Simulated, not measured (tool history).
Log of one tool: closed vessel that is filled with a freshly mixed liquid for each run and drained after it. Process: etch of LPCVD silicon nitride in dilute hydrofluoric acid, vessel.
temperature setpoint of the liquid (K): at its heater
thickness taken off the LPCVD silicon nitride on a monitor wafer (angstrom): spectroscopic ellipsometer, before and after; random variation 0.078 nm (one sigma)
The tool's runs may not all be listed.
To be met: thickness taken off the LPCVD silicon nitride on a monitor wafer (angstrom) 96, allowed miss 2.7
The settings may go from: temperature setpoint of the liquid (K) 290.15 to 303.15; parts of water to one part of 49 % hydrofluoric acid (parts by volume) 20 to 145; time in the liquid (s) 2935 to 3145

run	hour	temperature setpoint of the liquid (K)	parts of water to one part of 49 % hydrofluoric acid (parts by volume)	time in the liquid (s)	thickness taken off the LPCVD silicon nitride on a monitor wafer (angstrom)
1	0	295.15	80	2935	146.26
2	9.2	298.15	80	2935	179.23
3	16.8	301.65	80	2935	222.9
4	24.8	301.65	100	2935	179.85
5	32.3	299.65	100	2935	159.04
6	34.8	298.15	100	2935	143.39
7	42.5	296.65	100	2935	130.81
8	51.4	295.65	100	2935	122.11
9	60.6	295.65	100	2935	121.59
10	68.6	294.65	100	2935	114.79
11	73	294.15	100	2935	109.59
12	76.8	294.15	100	2935	110.68
13	84	293.65	100	2935	105.88
14	87.4	293.15	100	2935	104.79
15	89.4	291.65	100	2935	92.675

4 next moves are on the table. One of them brings every result within its allowed miss. Which?
A	91.4	291.65	100	3005	?
B	91.4	291.15	100	2955	?
C	91.4	291.65	105	2990	?
D	91.4	291.65	110	3115	?

move	thickness taken off the LPCVD silicon nitride on a monitor wafer (angstrom)
A	96.021
B	91.219
C	91.117
D	90.731
A: meets every target
B: further off than the last run
C: further off than the last run
D: further off than the last run
The right move is A.
